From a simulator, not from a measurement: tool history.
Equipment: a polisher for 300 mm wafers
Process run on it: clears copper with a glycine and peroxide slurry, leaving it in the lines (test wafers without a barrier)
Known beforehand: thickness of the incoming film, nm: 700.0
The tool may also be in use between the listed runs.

| run | day | flow of slurry (ml/min) | pressure of the wafer on the pad (kPa) | speed of the pad under the wafer (m/s) | overpolish time after the end point (s) | time until the end point was called (s) | dishing of a wide line in a test structure (angstrom) |
|---|---|---|---|---|---|---|---|
| 1 | 0.000 | 215 | 23.4 | 1.18 | 16 | 84.439 | 443.55 |
| 2 | 0.208 | 215 | 23.4 | 1.18 | 14 | 85.360 | 406.98 |
| 3 | 0.350 | 215 | 25.5 | 1.18 | 14 | 77.551 | 428.23 |
| 4 | 0.408 | 205 | 26.2 | 1.32 | 12 | 69.844 | 426.50 |
| 5 | 0.575 | 235 | 26.9 | 1.40 | 10 | 61.578 | 410.14 |
| 6 | 0.804 | 260 | 26.9 | 1.48 | 9 | 60.105 | 394.56 |
| 7 | 0.883 | 275 | 27.6 | 1.56 | 8 | 54.231 | 383.04 |
| 8 | 1.150 | 290 | 27.6 | 1.62 | 7 | 52.038 | 385.95 |
| 9 | 1.500 | 300 | 27.6 | 1.68 | 7 | 49.181 | 369.59 |
| 10 | 1.571 | 305 | 27.6 | 1.72 | 7 | 49.266 | 393.96 |
| 11 | 1.754 | 310 | 29.6 | 1.64 | 7 | 48.372 | 403.13 |
| 12 | 2.079 | 290 | 29.0 | 1.70 | 7 | 48.269 | 388.17 |
| 13 | 2.367 | 295 | 29.0 | 1.74 | 7 | 47.282 | 384.87 |

For run 14, what comes out?
| 14 | 2.729 | 280 | 29.6 | 1.76 | 7 | ? | ? |

time until the end point was called (s): 46.306
dishing of a wide line in a test structure (angstrom): 396.10
